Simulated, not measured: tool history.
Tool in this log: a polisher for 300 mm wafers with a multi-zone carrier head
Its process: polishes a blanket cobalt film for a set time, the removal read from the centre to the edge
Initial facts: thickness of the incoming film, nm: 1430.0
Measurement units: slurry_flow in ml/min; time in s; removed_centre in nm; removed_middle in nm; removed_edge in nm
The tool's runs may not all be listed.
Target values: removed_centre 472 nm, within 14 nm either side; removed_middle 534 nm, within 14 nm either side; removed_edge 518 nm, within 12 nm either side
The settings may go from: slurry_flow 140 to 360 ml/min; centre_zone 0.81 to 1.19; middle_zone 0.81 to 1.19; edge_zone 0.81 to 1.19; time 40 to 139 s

run  hour  slurry_flow  centre_zone  middle_zone  edge_zone  time  removed_centre  removed_middle  removed_edge
  1     0          230            1            1          1    89          416.26          422.44        422.88
  2   3.7          230         0.94            1          1    89          394.36          423.32           421
  3  10.8          230            1            1          1    89          417.14          424.23        425.65
  4  16.5          230         0.97            1          1    89          402.73          424.37         420.3
  5  21.6          235         0.97         1.02       1.02    90          416.51          433.86        430.13
  6  23.2          205         0.97         1.02       1.02    90          400.05          426.17        427.53
  7  28.2          210         0.97         1.04       1.04    91          407.43          435.08        436.65
  8  29.2          220         0.97         1.06       1.06    92          413.23          453.63        444.36
  9  30.8          225         0.97         1.07       1.07    93          421.91          467.73         452.6
 10  36.3          235         0.97         1.07       1.09    94          432.21          470.01        464.47
 11  38.5          245         0.97         1.08        1.1    95           444.5          479.22        478.41
 12  39.7          255         0.97         1.09       1.11    95          440.64          490.15        477.43

Below are 5 possible settings for the next run. Only one of them brings all results inside the allowed miss of their targets. Which is it?
  A  40.9          255         0.95         1.09       1.08   104               ?               ?             ?
  B  40.9          210         1.05          0.9       1.19   105               ?               ?             ?
  C  40.9          250         1.03         0.95       1.15    95               ?               ?             ?
  D  40.9          310         1.01         1.19       0.91    94               ?               ?             ?
  E  40.9          270         1.01         1.06       1.12    88               ?               ?             ?

move  removed_centre  removed_middle  removed_edge
   A          471.47          536.61        518.62
   B           504.6          456.89        540.68
   C           461.1          440.66        489.04
   D          461.04          530.31        438.29
   E          424.32          447.34        449.45
A: every result within its allowed miss
B: pushes the last run's worst result past its target
C: moves away from the targets compared with the last run
D: moves away from the targets compared with the last run
E: moves away from the targets compared with the last run
The right move is A.
